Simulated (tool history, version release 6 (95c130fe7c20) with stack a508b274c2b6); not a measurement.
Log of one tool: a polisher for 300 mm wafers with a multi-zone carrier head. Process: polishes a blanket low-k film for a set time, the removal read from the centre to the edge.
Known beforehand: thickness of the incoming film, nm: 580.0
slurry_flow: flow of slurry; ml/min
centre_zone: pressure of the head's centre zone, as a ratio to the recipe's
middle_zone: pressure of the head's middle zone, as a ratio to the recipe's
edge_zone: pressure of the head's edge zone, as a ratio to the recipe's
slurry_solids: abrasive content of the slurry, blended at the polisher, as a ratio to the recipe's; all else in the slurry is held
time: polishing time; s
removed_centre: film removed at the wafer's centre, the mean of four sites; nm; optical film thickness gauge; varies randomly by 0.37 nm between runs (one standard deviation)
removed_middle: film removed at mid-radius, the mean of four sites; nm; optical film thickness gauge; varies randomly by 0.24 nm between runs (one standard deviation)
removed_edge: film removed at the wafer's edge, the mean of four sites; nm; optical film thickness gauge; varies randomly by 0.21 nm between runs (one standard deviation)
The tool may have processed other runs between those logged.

run  hour  slurry_flow  centre_zone  middle_zone  edge_zone  slurry_solids  time  removed_centre  removed_middle  removed_edge
  1   0.0          210         1.00         1.00       1.00           1.00    73          27.684          27.823        28.060
  2   4.0          210         1.00         1.00       1.00           1.00    66          25.213          25.028        24.923
  3   6.5          210         1.00         1.00       1.05           1.00    66          24.502          24.917        25.359
  4  12.0          210         1.00         1.00       1.05           0.85    66          22.859          23.335        23.960
  5  14.7          210         1.00         1.00       1.05           0.85    77          27.020          26.935        27.793
  6  20.9          210         0.93         1.00       1.05           0.85    77          25.836          27.194        27.942

Estimate the outcome of run 7 from the log above:
  7  21.6          220         0.92         0.97       1.10           0.90    77               ?               ?             ?

removed_centre: 25.687 nm
removed_middle: 27.102 nm
removed_edge: 29.189 nm
